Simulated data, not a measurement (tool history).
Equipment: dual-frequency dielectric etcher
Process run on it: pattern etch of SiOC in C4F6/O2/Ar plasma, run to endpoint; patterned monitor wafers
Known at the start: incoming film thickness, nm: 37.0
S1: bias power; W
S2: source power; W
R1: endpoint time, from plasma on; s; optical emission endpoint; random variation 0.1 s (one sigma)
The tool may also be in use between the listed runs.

run  hour   S1   S2      R1
  1     0  495  260  15.406
  2   6.8  512  260  15.107
  3  15.5  527  260  14.914
  4  18.5  541  260  14.711
  5  27.5  554  260  14.655
  6  33.7  566  260  14.474

Run 7, settings as shown, results not yet in. Your forecast:
  7  35.6  577  260   ?

R1: 14.274 s
